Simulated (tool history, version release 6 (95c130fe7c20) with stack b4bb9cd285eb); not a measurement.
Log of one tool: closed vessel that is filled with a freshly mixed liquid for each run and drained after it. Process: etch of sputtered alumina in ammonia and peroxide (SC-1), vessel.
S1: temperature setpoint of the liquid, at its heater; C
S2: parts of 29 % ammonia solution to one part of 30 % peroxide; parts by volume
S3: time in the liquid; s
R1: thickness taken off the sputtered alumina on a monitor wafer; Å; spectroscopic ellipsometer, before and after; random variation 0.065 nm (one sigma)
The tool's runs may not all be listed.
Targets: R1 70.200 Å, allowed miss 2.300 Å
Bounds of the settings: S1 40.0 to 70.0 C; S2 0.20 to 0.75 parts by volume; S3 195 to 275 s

run	hour	S1	S2	S3	R1
1	0.0	56.0	0.45	275	150.120
2	2.4	54.0	0.45	275	135.420
3	3.8	54.0	0.45	195	96.582
4	8.8	54.0	0.35	195	92.013
5	15.5	53.5	0.35	195	90.763
6	19.0	53.5	0.35	275	127.340
7	20.4	53.5	0.35	275	127.570
8	23.9	52.0	0.35	275	118.060
9	26.2	50.5	0.35	270	107.440
10	32.8	49.0	0.35	270	100.200
11	38.0	41.0	0.35	265	61.149
12	44.0	41.5	0.35	265	62.946
13	45.2	42.0	0.35	265	63.910

Which of these 4 next moves meets every target?
A	46.4	42.0	0.25	230	?
B	46.4	41.5	0.40	255	?
C	46.4	43.5	0.35	265	?
D	46.4	43.0	0.35	230	?

move	R1
A	54.004
B	60.825
C	70.086
D	59.099
A: further off than the last run
B: further off than the last run
C: meets every target
D: further off than the last run
The right move is C.

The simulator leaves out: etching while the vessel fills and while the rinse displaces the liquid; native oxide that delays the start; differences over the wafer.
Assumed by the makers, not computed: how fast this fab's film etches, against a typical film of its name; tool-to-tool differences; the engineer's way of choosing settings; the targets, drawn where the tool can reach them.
